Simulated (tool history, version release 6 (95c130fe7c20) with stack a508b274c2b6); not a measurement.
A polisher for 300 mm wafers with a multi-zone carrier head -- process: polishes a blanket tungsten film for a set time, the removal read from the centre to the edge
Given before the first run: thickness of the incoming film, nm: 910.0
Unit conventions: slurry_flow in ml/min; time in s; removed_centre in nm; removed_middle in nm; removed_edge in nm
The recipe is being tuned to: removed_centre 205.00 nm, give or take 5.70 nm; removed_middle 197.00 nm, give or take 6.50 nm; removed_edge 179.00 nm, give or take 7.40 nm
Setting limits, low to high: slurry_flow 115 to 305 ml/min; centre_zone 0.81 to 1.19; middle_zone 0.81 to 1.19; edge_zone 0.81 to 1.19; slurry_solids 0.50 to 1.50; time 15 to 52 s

run,hour,slurry_flow,centre_zone,middle_zone,edge_zone,slurry_solids,time,removed_centre,removed_middle,removed_edge
1,0.0,195,1.00,1.00,1.00,1.00,33,161.95,162.86,155.38
2,2.0,215,1.04,1.03,1.03,1.05,33,171.58,169.15,161.39
3,7.7,215,1.04,1.03,1.03,1.05,41,214.77,213.84,206.84
4,10.1,215,1.08,1.03,1.03,1.05,41,222.88,211.95,195.04
5,12.4,215,1.04,1.03,1.03,1.05,41,212.24,209.14,204.01
6,14.7,200,1.04,1.02,1.01,1.00,41,208.10,203.93,195.78
7,15.3,190,1.05,1.02,0.99,1.00,41,207.90,203.95,193.38
8,23.0,185,1.06,1.02,0.97,0.95,41,205.43,201.57,188.60
9,29.2,185,1.06,1.02,0.97,0.95,41,207.98,200.92,188.81
10,32.1,180,1.07,1.02,0.96,0.95,41,209.07,199.74,184.21

Next run, 5 choices. One meets every target within its allowed miss, the rest don't. Which?
A,35.0,205,1.12,1.10,0.88,1.00,40,?,?,?
B,35.0,155,0.95,0.90,0.96,1.15,43,?,?,?
C,35.0,190,1.06,1.07,0.95,0.90,42,?,?,?
D,35.0,150,1.11,1.06,0.94,0.75,43,?,?,?
E,35.0,195,0.99,0.90,0.92,1.00,43,?,?,?

move,removed_centre,removed_middle,removed_edge
A,216.56,208.71,183.54
B,198.64,191.39,203.59
C,208.40,206.45,190.83
D,200.97,191.30,179.70
E,207.94,192.60,199.58
A: the biggest miss grows against the last run
B: moves the result that the last run missed by most past its target, out the other side
C: the furthest-off result lands on target, but another misses its tolerance
D: all results land within tolerance of their targets
E: the furthest-off result lands on target, but another misses its tolerance
Move D is the one to make.
